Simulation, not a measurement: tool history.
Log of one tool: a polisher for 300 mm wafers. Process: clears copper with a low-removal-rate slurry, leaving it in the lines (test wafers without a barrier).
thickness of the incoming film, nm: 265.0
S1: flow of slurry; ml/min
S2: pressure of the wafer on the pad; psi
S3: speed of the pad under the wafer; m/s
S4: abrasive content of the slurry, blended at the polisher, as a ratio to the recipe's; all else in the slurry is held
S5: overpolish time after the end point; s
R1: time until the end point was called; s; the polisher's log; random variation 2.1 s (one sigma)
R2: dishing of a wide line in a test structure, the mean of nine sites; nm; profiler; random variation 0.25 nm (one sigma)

run 1 hour=0 | S1=245 S2=2.6 S3=1.18 S4=1 S5=22 | R1=114.62 R2=36.558
run 2 hour=3.7 | S1=295 S2=2.6 S3=1.18 S4=1 S5=22 | R1=113.68 R2=35.775
run 3 hour=11 | S1=295 S2=2.6 S3=1.18 S4=1 S5=27 | R1=113.71 R2=42.783
run 4 hour=12.5 | S1=295 S2=2.6 S3=1.18 S4=1 S5=31 | R1=112.38 R2=47.383
run 5 hour=17.1 | S1=310 S2=2.5 S3=1.18 S4=1 S5=27 | R1=114.88 R2=41.881
run 6 hour=20.9 | S1=255 S2=2.5 S3=1.18 S4=1 S5=27 | R1=115.7 R2=41.297
run 7 hour=25.9 | S1=255 S2=2.3 S3=1.22 S4=1 S5=23 | R1=122.93 R2=35.527
run 8 hour=27.6 | S1=280 S2=2.3 S3=1.16 S4=1.05 S5=20 | R1=124.49 R2=30.672
-- hour=28.7 worn pad replaced by a new one
run 9 hour=28.7 | S1=290 S2=2.2 S3=1.16 S4=1.1 S5=18 | R1=113.14 R2=30.25
run 10 hour=33.1 | S1=295 S2=2 S3=1.14 S4=1.1 S5=16 | R1=124.5 R2=25.276
run 11 hour=34.2 | S1=300 S2=1.9 S3=1.14 S4=1.1 S5=15 | R1=130.31 R2=23.036

Run 12 comes next. What will it give?
run 12 hour=38.9 | S1=300 S2=1.8 S3=1.16 S4=1.1 S5=7 | R1=? R2=?

Run 12 gave R1 131.77 s, R2 11.091 nm.
